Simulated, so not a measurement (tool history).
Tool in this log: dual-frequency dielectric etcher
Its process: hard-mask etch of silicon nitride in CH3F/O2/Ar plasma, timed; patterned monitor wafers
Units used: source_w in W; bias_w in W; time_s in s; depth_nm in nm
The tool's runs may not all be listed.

run,hour,source_w,bias_w,time_s,depth_nm
1,0.0,490,64,115.0,84.650
2,7.1,480,64,115.0,83.042
3,12.4,450,64,115.0,80.879
4,14.0,450,68,115.0,83.063
5,21.4,450,68,115.0,83.648
6,22.8,520,68,115.0,89.096
7,24.7,520,68,115.0,89.033
8,27.0,510,68,115.0,88.661
9,30.5,500,68,115.0,87.451
10,37.6,490,68,115.0,86.535
11,41.2,480,68,115.0,86.052
12,42.0,470,68,115.0,85.555
13,47.2,460,68,115.0,84.260
14,51.6,450,68,115.0,83.587

Run 15 comes next. What will it give?
15,55.0,440,68,115.0,?

{"run 15": {"depth_nm": 82.088}}
